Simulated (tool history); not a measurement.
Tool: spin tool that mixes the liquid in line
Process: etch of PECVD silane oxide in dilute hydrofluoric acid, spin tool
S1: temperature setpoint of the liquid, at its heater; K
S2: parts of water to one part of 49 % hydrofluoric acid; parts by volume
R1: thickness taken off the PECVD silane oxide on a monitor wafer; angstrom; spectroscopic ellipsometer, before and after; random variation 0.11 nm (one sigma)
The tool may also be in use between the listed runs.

run 1 hour=0 | S1=295.15 S2=250 time_under_the_liquid_(s)=265 | R1=191.78
run 2 hour=8.9 | S1=297.65 S2=245 time_under_the_liquid_(s)=265 | R1=213.5
run 3 hour=16.3 | S1=297.65 S2=245 time_under_the_liquid_(s)=265 | R1=215.07
run 4 hour=24.3 | S1=299.15 S2=240 time_under_the_liquid_(s)=265 | R1=233.81
run 5 hour=25 | S1=299.15 S2=240 time_under_the_liquid_(s)=285 | R1=249.79
run 6 hour=25.7 | S1=299.15 S2=240 time_under_the_liquid_(s)=285 | R1=250.07
run 7 hour=27.7 | S1=300.15 S2=240 time_under_the_liquid_(s)=285 | R1=259.21

Run 8 comes next. What will it give?
run 8 hour=29.1 | S1=300.65 S2=240 time_under_the_liquid_(s)=285 | R1=?

{"run 8": {"R1": 265.54}}
